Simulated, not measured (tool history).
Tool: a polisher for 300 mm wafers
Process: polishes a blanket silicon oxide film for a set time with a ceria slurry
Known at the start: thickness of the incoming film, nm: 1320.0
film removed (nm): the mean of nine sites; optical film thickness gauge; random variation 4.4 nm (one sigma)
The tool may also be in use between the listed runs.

run	day	flow of slurry (ml/min)	pressure of the wafer on the pad (kPa)	speed of the pad under the wafer (m/s)	polishing time (s)	film removed (nm)
1	0.000	170	19.3	1.04	58	197.84
2	0.267	135	19.3	1.04	58	194.63
3	0.396	135	20.0	1.04	58	199.30
4	0.750	175	20.0	1.04	58	200.65
5	0.883	175	20.0	1.20	58	245.59
6	1.071	135	20.0	1.20	58	224.80
7	1.296	135	20.7	1.20	58	241.08
8	1.325	135	21.4	1.20	58	242.73
9	1.671	135	22.1	1.20	58	244.17
10	1.796	135	22.8	1.20	58	260.82
11	2.158	135	23.4	1.20	58	267.09
12	2.238	135	24.1	1.20	58	270.53
13	2.542	135	24.8	1.20	58	285.65

Run 14 comes next. What will it give?
14	2.725	140	26.2	1.20	58	?

{"run 14": {"film removed (nm)": 299.24}}
